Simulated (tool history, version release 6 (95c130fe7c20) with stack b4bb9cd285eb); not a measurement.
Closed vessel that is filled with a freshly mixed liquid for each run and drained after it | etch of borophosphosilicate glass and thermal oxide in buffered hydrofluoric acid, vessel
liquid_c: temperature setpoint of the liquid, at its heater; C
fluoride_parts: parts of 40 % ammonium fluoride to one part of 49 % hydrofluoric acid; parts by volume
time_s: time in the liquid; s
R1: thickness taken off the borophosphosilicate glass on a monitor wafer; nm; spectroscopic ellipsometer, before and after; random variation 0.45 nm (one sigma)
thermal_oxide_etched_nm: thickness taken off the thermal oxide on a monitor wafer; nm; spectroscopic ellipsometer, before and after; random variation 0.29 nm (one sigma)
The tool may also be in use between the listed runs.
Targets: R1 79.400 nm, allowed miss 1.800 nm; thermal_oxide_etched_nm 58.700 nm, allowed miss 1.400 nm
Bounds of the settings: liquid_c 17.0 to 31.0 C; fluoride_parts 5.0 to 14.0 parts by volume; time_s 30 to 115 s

run 1 hour=0.0 | liquid_c=23.0 fluoride_parts=8.5 time_s=60 | R1=98.031 thermal_oxide_etched_nm=72.689
run 2 hour=1.7 | liquid_c=23.0 fluoride_parts=8.5 time_s=85 | R1=139.350 thermal_oxide_etched_nm=103.130
run 3 hour=4.3 | liquid_c=21.5 fluoride_parts=9.0 time_s=85 | R1=120.110 thermal_oxide_etched_nm=89.447
run 4 hour=10.1 | liquid_c=25.0 fluoride_parts=9.0 time_s=85 | R1=145.720 thermal_oxide_etched_nm=107.810
run 5 hour=16.4 | liquid_c=23.5 fluoride_parts=9.5 time_s=85 | R1=130.700 thermal_oxide_etched_nm=96.194
run 6 hour=17.4 | liquid_c=23.5 fluoride_parts=9.5 time_s=105 | R1=160.360 thermal_oxide_etched_nm=118.620
run 7 hour=19.7 | liquid_c=22.0 fluoride_parts=10.0 time_s=105 | R1=145.170 thermal_oxide_etched_nm=106.320
run 8 hour=27.4 | liquid_c=18.0 fluoride_parts=13.0 time_s=105 | R1=89.364 thermal_oxide_etched_nm=65.664
run 9 hour=30.6 | liquid_c=17.5 fluoride_parts=13.5 time_s=105 | R1=83.739 thermal_oxide_etched_nm=61.076

4 next moves are on the table. One of them brings every result within its allowed miss. Which?
run A hour=33.8 | liquid_c=20.5 fluoride_parts=9.5 time_s=65 | R1=? thermal_oxide_etched_nm=?
run B hour=33.8 | liquid_c=17.5 fluoride_parts=13.5 time_s=100 | R1=? thermal_oxide_etched_nm=?
run C hour=33.8 | liquid_c=17.5 fluoride_parts=13.0 time_s=90 | R1=? thermal_oxide_etched_nm=?
run D hour=33.8 | liquid_c=17.0 fluoride_parts=14.0 time_s=100 | R1=? thermal_oxide_etched_nm=?

move=A R1=84.969 thermal_oxide_etched_nm=62.179
move=B R1=79.658 thermal_oxide_etched_nm=58.321
move=C R1=74.414 thermal_oxide_etched_nm=54.469
move=D R1=74.711 thermal_oxide_etched_nm=54.691
A: further off than the last run
B: meets every target
C: takes the result that was furthest off past its target
D: takes the result that was furthest off past its target
The right move is B.
